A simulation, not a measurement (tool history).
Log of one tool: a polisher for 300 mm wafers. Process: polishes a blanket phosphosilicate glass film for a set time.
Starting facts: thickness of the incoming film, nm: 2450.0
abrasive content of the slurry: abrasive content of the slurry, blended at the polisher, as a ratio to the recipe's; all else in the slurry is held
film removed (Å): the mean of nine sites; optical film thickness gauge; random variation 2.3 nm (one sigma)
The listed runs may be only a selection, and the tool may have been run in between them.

run	day	flow of slurry (ml/min)	pressure of the wafer on the pad (kPa)	speed of the pad under the wafer (m/s)	abrasive content of the slurry	polishing time (s)	film removed (Å)
1	0	275	19.3	1.12	1	61	4173.6
2	0.375	275	24.1	1.12	1	61	4722.3
3	0.717	240	24.1	1.12	1	61	4821.5
4	1.083	240	24.1	1.12	1.2	61	5198.5
5	1.112	240	21.4	1.08	1.2	61	4667.6
6	1.412	240	21.4	1.08	1	61	4255.2
7	1.621	240	19.3	1.06	1	61	3985.6
8	1.925	235	13.8	1.02	1	61	3104.7
9	2.092	235	13.1	1.02	1	61	3020.1

Run 10 has not been measured yet. What should we expect?
10	2.362	235	12.4	1.02	1	61	?

Run 10 produced film removed (Å) 2938.3.
